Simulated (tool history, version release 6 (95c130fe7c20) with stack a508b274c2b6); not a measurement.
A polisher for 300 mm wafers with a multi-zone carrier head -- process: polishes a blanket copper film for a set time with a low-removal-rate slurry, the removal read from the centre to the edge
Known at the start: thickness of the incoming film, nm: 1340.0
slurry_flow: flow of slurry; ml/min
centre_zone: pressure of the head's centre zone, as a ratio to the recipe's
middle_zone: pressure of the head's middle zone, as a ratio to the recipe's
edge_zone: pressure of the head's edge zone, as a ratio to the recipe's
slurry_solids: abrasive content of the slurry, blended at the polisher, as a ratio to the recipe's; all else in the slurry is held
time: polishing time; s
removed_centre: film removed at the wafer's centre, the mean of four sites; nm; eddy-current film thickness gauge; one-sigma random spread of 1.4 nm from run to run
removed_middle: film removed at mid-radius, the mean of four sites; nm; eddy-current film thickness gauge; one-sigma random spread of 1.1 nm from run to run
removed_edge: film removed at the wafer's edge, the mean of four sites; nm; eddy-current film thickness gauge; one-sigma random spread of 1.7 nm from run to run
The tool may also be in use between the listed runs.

Run 1, day 0: slurry_flow 160 ml/min, centre_zone 1, middle_zone 1, edge_zone 1, slurry_solids 1, time 46 s. Result: removed_centre 130.92 nm, removed_middle 120.4 nm, removed_edge 124.58 nm.
Run 2, day 0.304: slurry_flow 170 ml/min, centre_zone 0.96, middle_zone 0.98, edge_zone 1.06, slurry_solids 1.15, time 47 s. Result: removed_centre 135.66 nm, removed_middle 121.72 nm, removed_edge 134.14 nm.
Run 3, day 0.525: slurry_flow 165 ml/min, centre_zone 0.91, middle_zone 0.99, edge_zone 1.1, slurry_solids 1.25, time 49 s. Result: removed_centre 135.63 nm, removed_middle 132.54 nm, removed_edge 143.78 nm.
Run 4, day 0.829: slurry_flow 175 ml/min, centre_zone 0.88, middle_zone 0.97, edge_zone 1.13, slurry_solids 1.35, time 50 s. Result: removed_centre 138.84 nm, removed_middle 136.47 nm, removed_edge 154.01 nm.
Run 5, day 1.196: slurry_flow 175 ml/min, centre_zone 0.88, middle_zone 0.97, edge_zone 1.13, slurry_solids 1.5, time 50 s. Result: removed_centre 141.32 nm, removed_middle 138.85 nm, removed_edge 158.17 nm.
At day 1.421: centre zone pressure recalibrated.
Run 6, day 1.421: slurry_flow 175 ml/min, centre_zone 0.88, middle_zone 0.97, edge_zone 1.13, slurry_solids 1.5, time 50 s. Result: removed_centre 129.21 nm, removed_middle 140.23 nm, removed_edge 158.33 nm.
Run 7, day 1.662: slurry_flow 185 ml/min, centre_zone 0.89, middle_zone 0.96, edge_zone 1.15, slurry_solids 1.5, time 50 s. Result: removed_centre 132.19 nm, removed_middle 138.17 nm, removed_edge 161.01 nm.

For run 8, what comes out?
Run 8, day 1.908: slurry_flow 185 ml/min, centre_zone 0.91, middle_zone 0.96, edge_zone 1.15, slurry_solids 1.5, time 51 s. Result: removed_centre ?, removed_middle ?, removed_edge ?.

removed_centre: 136.23 nm
removed_middle: 141.87 nm
removed_edge: 160.24 nm

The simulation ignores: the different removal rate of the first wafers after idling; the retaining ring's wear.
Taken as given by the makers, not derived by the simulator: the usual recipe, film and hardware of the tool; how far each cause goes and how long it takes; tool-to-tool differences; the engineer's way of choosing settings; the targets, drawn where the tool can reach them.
